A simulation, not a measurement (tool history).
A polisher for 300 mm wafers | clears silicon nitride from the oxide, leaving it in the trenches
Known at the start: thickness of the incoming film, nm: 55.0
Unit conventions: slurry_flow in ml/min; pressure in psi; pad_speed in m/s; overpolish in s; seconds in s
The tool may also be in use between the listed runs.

run 1 hour=0.0 | slurry_flow=205 pressure=1.8 pad_speed=0.86 overpolish=14 | seconds=114.30
run 2 hour=3.2 | slurry_flow=205 pressure=1.6 pad_speed=0.86 overpolish=14 | seconds=124.29
run 3 hour=4.9 | slurry_flow=205 pressure=2.0 pad_speed=0.86 overpolish=14 | seconds=103.86
run 4 hour=11.8 | slurry_flow=205 pressure=1.7 pad_speed=0.86 overpolish=14 | seconds=116.44
run 5 hour=15.8 | slurry_flow=205 pressure=1.7 pad_speed=0.78 overpolish=14 | seconds=127.66
run 6 hour=20.6 | slurry_flow=205 pressure=1.5 pad_speed=0.78 overpolish=14 | seconds=142.18
run 7 hour=28.6 | slurry_flow=205 pressure=1.4 pad_speed=0.78 overpolish=14 | seconds=146.20
run 8 hour=33.3 | slurry_flow=205 pressure=1.3 pad_speed=0.78 overpolish=14 | seconds=156.91
-- hour=35.3 slurry nozzle cleaned
run 9 hour=35.3 | slurry_flow=205 pressure=1.2 pad_speed=0.78 overpolish=14 | seconds=151.43

The next listed run, before its measurement:
run 10 hour=42.3 | slurry_flow=205 pressure=1.1 pad_speed=0.78 overpolish=14 | seconds=?

seconds: 159.17 s
